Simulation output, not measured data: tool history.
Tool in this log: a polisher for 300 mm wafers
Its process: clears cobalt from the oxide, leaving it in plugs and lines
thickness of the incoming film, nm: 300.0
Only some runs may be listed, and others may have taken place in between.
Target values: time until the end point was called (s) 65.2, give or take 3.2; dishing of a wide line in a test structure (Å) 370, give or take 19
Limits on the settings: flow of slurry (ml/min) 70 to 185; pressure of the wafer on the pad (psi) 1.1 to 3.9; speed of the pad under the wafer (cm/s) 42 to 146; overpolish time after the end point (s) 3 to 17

| run | hour | flow of slurry (ml/min) | pressure of the wafer on the pad (psi) | speed of the pad under the wafer (cm/s) | overpolish time after the end point (s) | time until the end point was called (s) | dishing of a wide line in a test structure (Å) |
|---|---|---|---|---|---|---|---|
| 1 | 0 | 120 | 2.5 | 94 | 9 | 50.201 | 353.95 |
| 2 | 7.7 | 115 | 2.3 | 94 | 10 | 53.991 | 355.57 |
| 3 | 11 | 115 | 2.1 | 94 | 10 | 59.093 | 337.92 |
| 4 | 17 | 115 | 2.1 | 114 | 10 | 48.014 | 376.14 |
| 5 | 22.8 | 110 | 1.9 | 112 | 11 | 55.04 | 367.78 |
| 6 | 26.9 | 110 | 1.9 | 112 | 9 | 55.952 | 331.62 |
| 7 | 32.8 | 105 | 1.8 | 112 | 10 | 57.791 | 341.78 |
| 8 | 40.7 | 100 | 1.4 | 110 | 13 | 76.411 | 339.14 |
| 9 | 42.6 | 110 | 1.5 | 110 | 13 | 70.351 | 346.55 |

Which of these 4 next moves meets every target?
| A | 44.5 | 85 | 1.6 | 96 | 16 | ? | ? |
| B | 44.5 | 120 | 1.6 | 108 | 13 | ? | ? |
| C | 44.5 | 150 | 1.1 | 132 | 13 | ? | ? |
| D | 44.5 | 95 | 1.3 | 122 | 14 | ? | ? |

| move | time until the end point was called (s) | dishing of a wide line in a test structure (Å) |
|---|---|---|
| A | 78.147 | 377.4 |
| B | 64.51 | 373.34 |
| C | 72.571 | 346.11 |
| D | 73.349 | 360.72 |
A: its largest miss is bigger than the last run's
B: in spec on every target
C: its largest miss is bigger than the last run's
D: its largest miss is bigger than the last run's
The move that meets every target is B.
